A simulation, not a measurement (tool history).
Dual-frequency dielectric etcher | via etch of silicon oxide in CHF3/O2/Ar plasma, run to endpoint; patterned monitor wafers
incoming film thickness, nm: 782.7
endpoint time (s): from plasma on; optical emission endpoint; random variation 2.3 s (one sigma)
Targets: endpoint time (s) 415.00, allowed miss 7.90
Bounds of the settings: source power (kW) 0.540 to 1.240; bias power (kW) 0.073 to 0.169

{"run": 1, "hour": 0.0, "source power (kW)": 0.89, "bias power (kW)": 0.121, "endpoint time (s)": 371.68}
{"run": 2, "hour": 0.6, "source power (kW)": 0.83, "bias power (kW)": 0.119, "endpoint time (s)": 390.13}
{"run": 3, "hour": 8.9, "source power (kW)": 0.83, "bias power (kW)": 0.11, "endpoint time (s)": 391.92}
{"run": 4, "hour": 14.5, "source power (kW)": 0.83, "bias power (kW)": 0.12, "endpoint time (s)": 383.81}
{"run": 5, "hour": 16.7, "source power (kW)": 0.88, "bias power (kW)": 0.12, "endpoint time (s)": 374.94}
{"hour": 25.4, "done": "bias power generator calibrated"}
{"run": 6, "hour": 25.4, "source power (kW)": 0.83, "bias power (kW)": 0.119, "endpoint time (s)": 384.14}
{"run": 7, "hour": 28.5, "source power (kW)": 0.79, "bias power (kW)": 0.118, "endpoint time (s)": 401.07}
{"run": 8, "hour": 37.1, "source power (kW)": 0.78, "bias power (kW)": 0.118, "endpoint time (s)": 397.81}
{"run": 9, "hour": 41.6, "source power (kW)": 0.78, "bias power (kW)": 0.118, "endpoint time (s)": 394.87}
{"run": 10, "hour": 47.2, "source power (kW)": 0.66, "bias power (kW)": 0.115, "endpoint time (s)": 441.12}
{"run": 11, "hour": 54.2, "source power (kW)": 0.68, "bias power (kW)": 0.115, "endpoint time (s)": 435.76}
{"run": 12, "hour": 57.8, "source power (kW)": 0.7, "bias power (kW)": 0.115, "endpoint time (s)": 428.24}
{"run": 13, "hour": 60.8, "source power (kW)": 0.71, "bias power (kW)": 0.115, "endpoint time (s)": 423.87}

Which of these 5 next moves meets every target?
{"run": "A", "hour": 63.8, "source power (kW)": 0.8, "bias power (kW)": 0.121, "endpoint time (s)": "?"}
{"run": "B", "hour": 63.8, "source power (kW)": 0.86, "bias power (kW)": 0.095, "endpoint time (s)": "?"}
{"run": "C", "hour": 63.8, "source power (kW)": 0.8, "bias power (kW)": 0.12, "endpoint time (s)": "?"}
{"run": "D", "hour": 63.8, "source power (kW)": 0.7, "bias power (kW)": 0.133, "endpoint time (s)": "?"}
{"run": "E", "hour": 63.8, "source power (kW)": 0.82, "bias power (kW)": 0.107, "endpoint time (s)": "?"}

move=A endpoint_time_(s)=391.97
move=B endpoint_time_(s)=395.86
move=C endpoint_time_(s)=392.69
move=D endpoint_time_(s)=414.71
move=E endpoint_time_(s)=396.92
A: takes the result that was furthest off past its target
B: takes the result that was furthest off past its target
C: takes the result that was furthest off past its target
D: meets every target
E: takes the result that was furthest off past its target
Move D is the one to make.
